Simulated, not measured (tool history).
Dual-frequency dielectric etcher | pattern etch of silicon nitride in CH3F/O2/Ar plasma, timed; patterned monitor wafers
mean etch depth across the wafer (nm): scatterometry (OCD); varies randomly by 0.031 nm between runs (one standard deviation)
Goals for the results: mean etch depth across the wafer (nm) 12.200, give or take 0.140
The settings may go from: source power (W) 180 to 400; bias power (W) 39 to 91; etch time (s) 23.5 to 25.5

| run | hour | source power (W) | bias power (W) | etch time (s) | mean etch depth across the wafer (nm) |
|---|---|---|---|---|---|
| 1 | 0.0 | 290 | 65 | 25.5 | 14.800 |
| 2 | 7.7 | 290 | 65 | 23.5 | 13.702 |
| 3 | 15.4 | 270 | 65 | 23.5 | 13.148 |
| 4 | 24.3 | 260 | 65 | 23.5 | 12.934 |
| 5 | 31.3 | 250 | 65 | 23.5 | 12.648 |
| 6 | 38.3 | 250 | 65 | 25.5 | 13.716 |
| 7 | 42.8 | 230 | 65 | 25.5 | 13.174 |
|  | 45.5 | wet clean of the chamber |
| 8 | 45.5 | 220 | 65 | 25.5 | 13.515 |
| 9 | 47.7 | 220 | 52 | 25.0 | 11.810 |

Which single option among these 4 for the next run brings every result within its allowed miss of target? Just one does.
| A | 49.9 | 200 | 59 | 24.0 | ? |
| B | 49.9 | 230 | 53 | 24.0 | ? |
| C | 49.9 | 200 | 60 | 25.5 | ? |
| D | 49.9 | 190 | 60 | 25.0 | ? |

| move | mean etch depth across the wafer (nm) |
|---|---|
| A | 11.415 |
| B | 11.731 |
| C | 12.235 |
| D | 11.584 |
A: lands further from the targets than the last run did
B: lands further from the targets than the last run did
C: in spec on every target
D: lands further from the targets than the last run did
The move that meets every target is C.

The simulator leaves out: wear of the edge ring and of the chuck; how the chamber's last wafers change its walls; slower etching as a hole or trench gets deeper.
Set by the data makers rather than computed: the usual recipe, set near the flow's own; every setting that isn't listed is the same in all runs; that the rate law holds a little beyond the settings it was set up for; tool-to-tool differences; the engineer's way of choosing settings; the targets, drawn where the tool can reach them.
